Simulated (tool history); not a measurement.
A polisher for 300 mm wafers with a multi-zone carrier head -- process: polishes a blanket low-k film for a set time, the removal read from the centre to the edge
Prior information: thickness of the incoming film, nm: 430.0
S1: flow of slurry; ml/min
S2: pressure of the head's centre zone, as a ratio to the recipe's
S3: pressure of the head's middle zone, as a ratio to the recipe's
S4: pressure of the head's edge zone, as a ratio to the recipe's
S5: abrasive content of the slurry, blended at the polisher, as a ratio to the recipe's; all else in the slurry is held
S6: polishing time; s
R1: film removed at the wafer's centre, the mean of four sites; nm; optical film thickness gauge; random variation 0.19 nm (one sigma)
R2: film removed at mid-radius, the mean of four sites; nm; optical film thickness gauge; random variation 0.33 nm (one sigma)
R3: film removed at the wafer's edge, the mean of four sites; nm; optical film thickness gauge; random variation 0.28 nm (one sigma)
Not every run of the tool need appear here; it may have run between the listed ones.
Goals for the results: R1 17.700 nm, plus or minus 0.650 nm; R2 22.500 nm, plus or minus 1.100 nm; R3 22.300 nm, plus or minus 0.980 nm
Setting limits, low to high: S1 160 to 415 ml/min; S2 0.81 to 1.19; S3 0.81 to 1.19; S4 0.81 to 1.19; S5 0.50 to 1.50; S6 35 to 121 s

run  hour   S1    S2    S3    S4    S5  S6      R1      R2      R3
  1   0.0  265  1.00  1.00  1.00  1.00  78  28.806  29.179  28.146
  2   8.4  265  1.00  1.00  1.00  1.00  86  31.443  31.563  31.964
  3  11.4  255  0.96  1.00  1.01  0.90  84  27.871  29.511  29.420
  4  16.6  255  0.96  0.97  1.01  0.90  84  28.207  29.720  28.995
  5  22.9  245  0.94  0.98  1.04  0.85  82  25.971  27.345  28.511
  6  25.2  240  0.91  0.99  1.03  0.80  81  24.076  26.554  25.637
     31.1  -- edge zone pressure recalibrated
  7  31.1  235  0.89  1.01  1.06  0.75  81  21.948  25.117  26.564
  8  37.1  230  0.87  1.01  1.05  0.70  81  20.662  24.903  25.473
  9  43.6  215  0.81  0.95  0.97  0.50  80  14.871  17.802  18.783
 10  50.2  230  0.82  0.97  0.99  0.50  79  14.993  18.110  18.565
 11  58.8  230  0.83  0.99  1.01  0.50  78  14.822  17.423  19.153
 12  62.4  225  0.83  1.00  1.01  0.55  78  15.788  19.530  20.164
 13  63.1  225  0.83  1.00  1.01  0.55  78  15.851  19.660  20.161
 14  71.7  225  0.84  1.02  1.02  0.55  78  16.061  20.258  20.531
 15  80.2  225  0.85  1.03  1.03  0.55  78  16.290  20.264  20.452
 16  84.0  225  0.86  1.04  1.04  0.55  78  16.727  20.569  20.180

Of the 4 settings listed for the next run, only one would bring every result within its allowed miss of target. Which one?
  A  87.8  160  0.92  1.01  1.00  0.70  75   ?   ?   ?
  B  87.8  160  0.83  1.06  1.06  0.60  89   ?   ?   ?
  C  87.8  260  0.89  1.07  1.07  0.60  79   ?   ?   ?
  D  87.8  225  0.81  1.01  0.92  0.75  71   ?   ?   ?

move      R1      R2      R3
   A  19.895  21.888  22.384
   B  19.077  24.260  24.426
   C  18.847  22.423  22.314
   D  17.783  22.201  21.748
A: meets the target for the result that was furthest off, but another lies outside its allowed miss
B: moves the result that the last run missed by most past its target, out the other side
C: meets the target for the result that was furthest off, but another lies outside its allowed miss
D: every result within its allowed miss
The move that meets every target is D.
